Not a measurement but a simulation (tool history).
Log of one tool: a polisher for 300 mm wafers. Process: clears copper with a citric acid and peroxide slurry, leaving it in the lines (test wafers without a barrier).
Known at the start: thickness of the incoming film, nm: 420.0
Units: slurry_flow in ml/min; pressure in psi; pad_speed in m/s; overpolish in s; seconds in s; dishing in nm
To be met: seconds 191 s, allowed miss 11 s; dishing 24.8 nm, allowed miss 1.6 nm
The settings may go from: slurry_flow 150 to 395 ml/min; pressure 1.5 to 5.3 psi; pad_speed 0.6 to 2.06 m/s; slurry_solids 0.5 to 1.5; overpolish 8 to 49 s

{"run": 1, "day": 0.0, "slurry_flow": 250, "pressure": 3.4, "pad_speed": 1.32, "slurry_solids": 1, "overpolish": 25, "seconds": 123.23, "dishing": 24.188}
{"run": 2, "day": 0.146, "slurry_flow": 250, "pressure": 3.4, "pad_speed": 1.06, "slurry_solids": 1, "overpolish": 25, "seconds": 146.06, "dishing": 23.004}
{"run": 3, "day": 0.254, "slurry_flow": 250, "pressure": 3.4, "pad_speed": 1.26, "slurry_solids": 1, "overpolish": 25, "seconds": 127.46, "dishing": 23.951}
{"run": 4, "day": 0.567, "slurry_flow": 250, "pressure": 3.4, "pad_speed": 1.26, "slurry_solids": 1, "overpolish": 20, "seconds": 125.63, "dishing": 22.294}
{"run": 5, "day": 0.892, "slurry_flow": 250, "pressure": 3.4, "pad_speed": 1.26, "slurry_solids": 1.1, "overpolish": 20, "seconds": 120.69, "dishing": 23.454}
{"run": 6, "day": 1.021, "slurry_flow": 250, "pressure": 3.2, "pad_speed": 1.26, "slurry_solids": 1.1, "overpolish": 22, "seconds": 133.79, "dishing": 22.879}
{"run": 7, "day": 1.296, "slurry_flow": 250, "pressure": 3.1, "pad_speed": 1.26, "slurry_solids": 1.1, "overpolish": 24, "seconds": 135.61, "dishing": 23.191}
{"run": 8, "day": 1.479, "slurry_flow": 250, "pressure": 3, "pad_speed": 1.26, "slurry_solids": 1.1, "overpolish": 26, "seconds": 142.09, "dishing": 23.382}
{"run": 9, "day": 1.854, "slurry_flow": 250, "pressure": 2.9, "pad_speed": 1.26, "slurry_solids": 1.1, "overpolish": 28, "seconds": 147.14, "dishing": 24.005}
{"run": 10, "day": 2.067, "slurry_flow": 250, "pressure": 2.8, "pad_speed": 1.26, "slurry_solids": 1.1, "overpolish": 29, "seconds": 147.4, "dishing": 24.042}
{"run": 11, "day": 2.175, "slurry_flow": 250, "pressure": 1.8, "pad_speed": 1.18, "slurry_solids": 1.1, "overpolish": 41, "seconds": 241.18, "dishing": 22.665}
{"run": 12, "day": 2.442, "slurry_flow": 250, "pressure": 2.6, "pad_speed": 1.2, "slurry_solids": 1.1, "overpolish": 43, "seconds": 168.53, "dishing": 25.039}

Which of these 5 next moves meets every target?
{"run": "A", "day": 2.708, "slurry_flow": 215, "pressure": 2.2, "pad_speed": 1.46, "slurry_solids": 0.7, "overpolish": 49, "seconds": "?", "dishing": "?"}
{"run": "B", "day": 2.708, "slurry_flow": 180, "pressure": 2.4, "pad_speed": 1.02, "slurry_solids": 1.1, "overpolish": 49, "seconds": "?", "dishing": "?"}
{"run": "C", "day": 2.708, "slurry_flow": 365, "pressure": 2.1, "pad_speed": 1.56, "slurry_solids": 1.5, "overpolish": 45, "seconds": "?", "dishing": "?"}
{"run": "D", "day": 2.708, "slurry_flow": 225, "pressure": 2.9, "pad_speed": 1.28, "slurry_solids": 0.95, "overpolish": 39, "seconds": "?", "dishing": "?"}
{"run": "E", "day": 2.708, "slurry_flow": 200, "pressure": 2.1, "pad_speed": 1.12, "slurry_solids": 1.2, "overpolish": 49, "seconds": "?", "dishing": "?"}

move=A seconds=188.68 dishing=24.626
move=B seconds=212.73 dishing=24.446
move=C seconds=150.56 dishing=24.887
move=D seconds=149.49 dishing=25.222
move=E seconds=217.7 dishing=24.061
A: meets every target
B: takes the result that was furthest off past its target
C: further off than the last run
D: further off than the last run
E: takes the result that was furthest off past its target
The right move is A.

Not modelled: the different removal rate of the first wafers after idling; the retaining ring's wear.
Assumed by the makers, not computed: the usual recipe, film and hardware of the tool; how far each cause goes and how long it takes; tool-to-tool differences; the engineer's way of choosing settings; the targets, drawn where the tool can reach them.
